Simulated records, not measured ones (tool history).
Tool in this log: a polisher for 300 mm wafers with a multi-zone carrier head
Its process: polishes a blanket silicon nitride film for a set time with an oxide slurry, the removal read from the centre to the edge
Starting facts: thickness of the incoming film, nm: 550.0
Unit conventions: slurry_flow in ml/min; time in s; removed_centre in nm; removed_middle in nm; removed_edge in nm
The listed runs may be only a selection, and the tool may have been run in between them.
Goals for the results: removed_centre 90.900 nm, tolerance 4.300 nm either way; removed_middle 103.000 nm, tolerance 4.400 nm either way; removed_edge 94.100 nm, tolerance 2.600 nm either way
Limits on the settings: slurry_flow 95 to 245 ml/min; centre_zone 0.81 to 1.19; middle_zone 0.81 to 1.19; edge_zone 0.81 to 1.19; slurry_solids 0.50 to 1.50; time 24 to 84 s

{"run": 1, "hour": 0.0, "slurry_flow": 155, "centre_zone": 1.0, "middle_zone": 1.0, "edge_zone": 1.0, "slurry_solids": 1.0, "time": 54, "removed_centre": 56.459, "removed_middle": 55.975, "removed_edge": 55.844}
{"run": 2, "hour": 4.5, "slurry_flow": 155, "centre_zone": 1.0, "middle_zone": 1.0, "edge_zone": 1.0, "slurry_solids": 0.8, "time": 54, "removed_centre": 51.85, "removed_middle": 49.339, "removed_edge": 51.086}
{"run": 3, "hour": 12.4, "slurry_flow": 165, "centre_zone": 1.0, "middle_zone": 1.02, "edge_zone": 1.03, "slurry_solids": 0.95, "time": 56, "removed_centre": 58.973, "removed_middle": 57.702, "removed_edge": 57.282}
{"run": 4, "hour": 16.2, "slurry_flow": 190, "centre_zone": 1.0, "middle_zone": 1.02, "edge_zone": 1.03, "slurry_solids": 0.95, "time": 56, "removed_centre": 59.869, "removed_middle": 57.873, "removed_edge": 57.984}
{"hour": 19.0, "done": "worn pad replaced by a new one"}
{"run": 5, "hour": 19.0, "slurry_flow": 190, "centre_zone": 0.94, "middle_zone": 1.02, "edge_zone": 1.03, "slurry_solids": 0.95, "time": 56, "removed_centre": 59.692, "removed_middle": 60.895, "removed_edge": 61.987}
{"run": 6, "hour": 21.6, "slurry_flow": 190, "centre_zone": 1.01, "middle_zone": 1.02, "edge_zone": 1.03, "slurry_solids": 0.95, "time": 56, "removed_centre": 64.495, "removed_middle": 61.491, "removed_edge": 62.132}
{"run": 7, "hour": 26.0, "slurry_flow": 200, "centre_zone": 0.99, "middle_zone": 1.04, "edge_zone": 1.05, "slurry_solids": 1.05, "time": 57, "removed_centre": 67.966, "removed_middle": 67.54, "removed_edge": 66.727}
{"run": 8, "hour": 29.8, "slurry_flow": 210, "centre_zone": 0.98, "middle_zone": 1.06, "edge_zone": 1.07, "slurry_solids": 1.15, "time": 57, "removed_centre": 68.496, "removed_middle": 72.028, "removed_edge": 69.713}
{"run": 9, "hour": 33.2, "slurry_flow": 215, "centre_zone": 0.98, "middle_zone": 1.07, "edge_zone": 1.08, "slurry_solids": 1.25, "time": 58, "removed_centre": 75.018, "removed_middle": 76.03, "removed_edge": 73.686}
{"run": 10, "hour": 38.3, "slurry_flow": 220, "centre_zone": 0.97, "middle_zone": 1.09, "edge_zone": 1.09, "slurry_solids": 1.3, "time": 59, "removed_centre": 74.688, "removed_middle": 79.108, "removed_edge": 76.006}
{"run": 11, "hour": 44.5, "slurry_flow": 225, "centre_zone": 0.97, "middle_zone": 1.11, "edge_zone": 1.1, "slurry_solids": 1.35, "time": 61, "removed_centre": 79.695, "removed_middle": 84.429, "removed_edge": 80.868}
{"run": 12, "hour": 47.6, "slurry_flow": 230, "centre_zone": 0.96, "middle_zone": 1.13, "edge_zone": 1.1, "slurry_solids": 1.4, "time": 62, "removed_centre": 80.186, "removed_middle": 89.269, "removed_edge": 83.691}
{"run": 13, "hour": 49.1, "slurry_flow": 230, "centre_zone": 0.96, "middle_zone": 1.14, "edge_zone": 1.1, "slurry_solids": 1.4, "time": 63, "removed_centre": 83.696, "removed_middle": 92.1, "removed_edge": 84.373}
{"run": 14, "hour": 55.3, "slurry_flow": 230, "centre_zone": 0.96, "middle_zone": 1.15, "edge_zone": 1.11, "slurry_solids": 1.4, "time": 64, "removed_centre": 85.939, "removed_middle": 93.258, "removed_edge": 87.285}
{"run": 15, "hour": 60.2, "slurry_flow": 230, "centre_zone": 0.96, "middle_zone": 1.16, "edge_zone": 1.11, "slurry_solids": 1.4, "time": 64, "removed_centre": 84.656, "removed_middle": 95.216, "removed_edge": 87.75}
{"run": 16, "hour": 62.5, "slurry_flow": 230, "centre_zone": 0.96, "middle_zone": 1.17, "edge_zone": 1.12, "slurry_solids": 1.4, "time": 64, "removed_centre": 84.293, "removed_middle": 94.931, "removed_edge": 85.914}
{"run": 17, "hour": 68.6, "slurry_flow": 235, "centre_zone": 0.95, "middle_zone": 1.17, "edge_zone": 1.13, "slurry_solids": 1.45, "time": 65, "removed_centre": 84.061, "removed_middle": 98.518, "removed_edge": 90.532}
{"run": 18, "hour": 70.0, "slurry_flow": 235, "centre_zone": 0.96, "middle_zone": 1.17, "edge_zone": 1.13, "slurry_solids": 1.45, "time": 65, "removed_centre": 84.129, "removed_middle": 97.195, "removed_edge": 89.082}

4 candidate next runs follow, results not yet known. Just one meets every target within its allowed miss. Identify it.
{"run": "A", "hour": 71.4, "slurry_flow": 245, "centre_zone": 0.97, "middle_zone": 1.16, "edge_zone": 1.04, "slurry_solids": 1.45, "time": 74, "removed_centre": "?", "removed_middle": "?", "removed_edge": "?"}
{"run": "B", "hour": 71.4, "slurry_flow": 230, "centre_zone": 1.05, "middle_zone": 1.16, "edge_zone": 1.1, "slurry_solids": 1.25, "time": 73, "removed_centre": "?", "removed_middle": "?", "removed_edge": "?"}
{"run": "C", "hour": 71.4, "slurry_flow": 210, "centre_zone": 0.91, "middle_zone": 1.01, "edge_zone": 1.19, "slurry_solids": 1.5, "time": 66, "removed_centre": "?", "removed_middle": "?", "removed_edge": "?"}
{"run": "D", "hour": 71.4, "slurry_flow": 240, "centre_zone": 0.96, "middle_zone": 1.19, "edge_zone": 1.14, "slurry_solids": 1.35, "time": 69, "removed_centre": "?", "removed_middle": "?", "removed_edge": "?"}

move=A removed_centre=100.900 removed_middle=110.390 removed_edge=99.352
move=B removed_centre=101.250 removed_middle=102.300 removed_edge=94.439
move=C removed_centre=83.530 removed_middle=88.084 removed_edge=93.711
move=D removed_centre=90.519 removed_middle=102.050 removed_edge=93.584
A: the result that was furthest off in the last run now lies on the other side of its target
B: the worst result of the last run now meets its target, but another is out of spec
C: the worst result of the last run now meets its target, but another is out of spec
D: each result inside its tolerance
Go with D: it meets all targets.
